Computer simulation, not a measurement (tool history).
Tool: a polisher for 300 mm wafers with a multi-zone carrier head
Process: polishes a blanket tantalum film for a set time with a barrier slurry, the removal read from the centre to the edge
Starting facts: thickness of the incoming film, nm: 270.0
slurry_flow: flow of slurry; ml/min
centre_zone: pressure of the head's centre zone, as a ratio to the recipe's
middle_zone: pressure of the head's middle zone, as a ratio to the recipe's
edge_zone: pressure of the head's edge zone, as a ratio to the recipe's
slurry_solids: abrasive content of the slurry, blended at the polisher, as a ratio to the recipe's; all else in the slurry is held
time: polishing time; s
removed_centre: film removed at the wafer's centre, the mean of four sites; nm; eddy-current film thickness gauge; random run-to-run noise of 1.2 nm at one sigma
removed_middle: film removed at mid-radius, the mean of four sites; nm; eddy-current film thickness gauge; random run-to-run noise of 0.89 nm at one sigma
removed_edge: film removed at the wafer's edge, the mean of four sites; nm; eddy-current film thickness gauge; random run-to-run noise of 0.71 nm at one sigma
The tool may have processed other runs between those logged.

Run 1, day 0: slurry_flow 200 ml/min, centre_zone 1, middle_zone 1, edge_zone 1, slurry_solids 1, time 71 s. Result: removed_centre 85.038 nm, removed_middle 81.643 nm, removed_edge 84.124 nm.
Run 2, day 0.312: slurry_flow 200 ml/min, centre_zone 1, middle_zone 1, edge_zone 1, slurry_solids 1, time 53 s. Result: removed_centre 62.78 nm, removed_middle 62.094 nm, removed_edge 62.019 nm.
Run 3, day 0.633: slurry_flow 200 ml/min, centre_zone 1, middle_zone 1, edge_zone 1.05, slurry_solids 1, time 53 s. Result: removed_centre 62.523 nm, removed_middle 62.105 nm, removed_edge 63.073 nm.
Run 4, day 0.888: slurry_flow 200 ml/min, centre_zone 1, middle_zone 1, edge_zone 1.12, slurry_solids 1, time 53 s. Result: removed_centre 63.176 nm, removed_middle 61.789 nm, removed_edge 65.543 nm.
Run 5, day 1.029: slurry_flow 200 ml/min, centre_zone 1, middle_zone 1, edge_zone 1.12, slurry_solids 1, time 45 s. Result: removed_centre 53.165 nm, removed_middle 52.443 nm, removed_edge 55.082 nm.
Run 6, day 1.325: slurry_flow 210 ml/min, centre_zone 1.01, middle_zone 1.02, edge_zone 1.13, slurry_solids 1.1, time 50 s. Result: removed_centre 61.992 nm, removed_middle 62.606 nm, removed_edge 65.051 nm.
Run 7, day 1.421: slurry_flow 220 ml/min, centre_zone 1.04, middle_zone 1.04, edge_zone 1.14, slurry_solids 1.15, time 53 s. Result: removed_centre 70.082 nm, removed_middle 68.431 nm, removed_edge 69.991 nm.

For run 8, what comes out?
Run 8, day 1.754: slurry_flow 230 ml/min, centre_zone 1.05, middle_zone 1.05, edge_zone 1.15, slurry_solids 1.2, time 56 s. Result: removed_centre ?, removed_middle ?, removed_edge ?.

{"run 8": {"removed_centre": 76.264, "removed_middle": 73.468, "removed_edge": 74.767}}
